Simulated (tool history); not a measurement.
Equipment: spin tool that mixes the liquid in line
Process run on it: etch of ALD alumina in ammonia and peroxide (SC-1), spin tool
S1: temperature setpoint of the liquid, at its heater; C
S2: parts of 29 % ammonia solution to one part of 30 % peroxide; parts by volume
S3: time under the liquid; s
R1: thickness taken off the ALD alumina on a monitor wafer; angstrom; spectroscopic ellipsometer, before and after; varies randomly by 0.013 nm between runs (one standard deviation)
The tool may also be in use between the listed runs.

run  hour    S1    S2  S3      R1
  1     0    60   0.6  15  16.041
  2   3.3    60   0.6  15  16.026
  3     4    62   0.6  15  17.743
  4  11.5  63.5   0.6  15  18.927
  5  13.8    59   0.6  15  15.282
  6  14.9    59  0.45  15  14.767

Run 7 is up next; what results do you expect?
  7  15.7  62  0.45  15   ?

{"run 7": {"R1": 17.178}}
